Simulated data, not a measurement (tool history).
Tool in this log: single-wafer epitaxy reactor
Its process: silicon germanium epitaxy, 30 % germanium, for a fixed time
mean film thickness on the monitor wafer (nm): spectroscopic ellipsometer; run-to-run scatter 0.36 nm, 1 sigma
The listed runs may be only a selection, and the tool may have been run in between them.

run	hour	wafer temperature setpoint (pyrometer-controlled) (deg C)	chamber pressure (Torr)	mean film thickness on the monitor wafer (nm)
1	0	625	15.2	86.136
2	8.3	625	13.4	79.993
3	11.1	623	13.4	76.818
4	16.5	621	13.4	74.143
5	24	611	13.4	60.085
6	24.8	611	11.9	56.562
7	31.2	612	11.9	58.022

What will run 8 give?
8	37.1	613	11.9	?

Run 8 gave mean film thickness on the monitor wafer (nm) 58.534.

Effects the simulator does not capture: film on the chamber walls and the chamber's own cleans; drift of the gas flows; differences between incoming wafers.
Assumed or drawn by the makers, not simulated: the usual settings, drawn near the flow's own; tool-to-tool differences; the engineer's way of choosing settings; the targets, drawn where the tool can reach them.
